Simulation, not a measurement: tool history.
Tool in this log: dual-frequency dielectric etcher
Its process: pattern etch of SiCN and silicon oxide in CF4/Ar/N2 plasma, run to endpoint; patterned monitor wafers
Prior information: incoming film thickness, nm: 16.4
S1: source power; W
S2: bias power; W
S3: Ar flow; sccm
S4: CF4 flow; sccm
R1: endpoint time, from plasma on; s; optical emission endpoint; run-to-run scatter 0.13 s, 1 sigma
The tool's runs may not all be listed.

run  hour   S1  S2  S3  S4      R1
  1     0  450  75  82  49  18.529
  2   8.5  450  65  82  49  20.022
  3  13.2  490  66  82  49  17.805
  4  16.3  460  66  82  49   18.92
  5  17.9  490  67  82  49  17.758
  6  21.5  490  67  82  43  18.249
  7    28  520  68  82  43  16.952
  8  33.3  540  68  82  43  16.056
  9  37.2  550  68  82  43  15.834
 10  45.1  560  68  82  43  15.609

Expected results for the next run?
 11  50.7  570  68  82  43   ?

For run 11 the tool returned R1 15.228 s.

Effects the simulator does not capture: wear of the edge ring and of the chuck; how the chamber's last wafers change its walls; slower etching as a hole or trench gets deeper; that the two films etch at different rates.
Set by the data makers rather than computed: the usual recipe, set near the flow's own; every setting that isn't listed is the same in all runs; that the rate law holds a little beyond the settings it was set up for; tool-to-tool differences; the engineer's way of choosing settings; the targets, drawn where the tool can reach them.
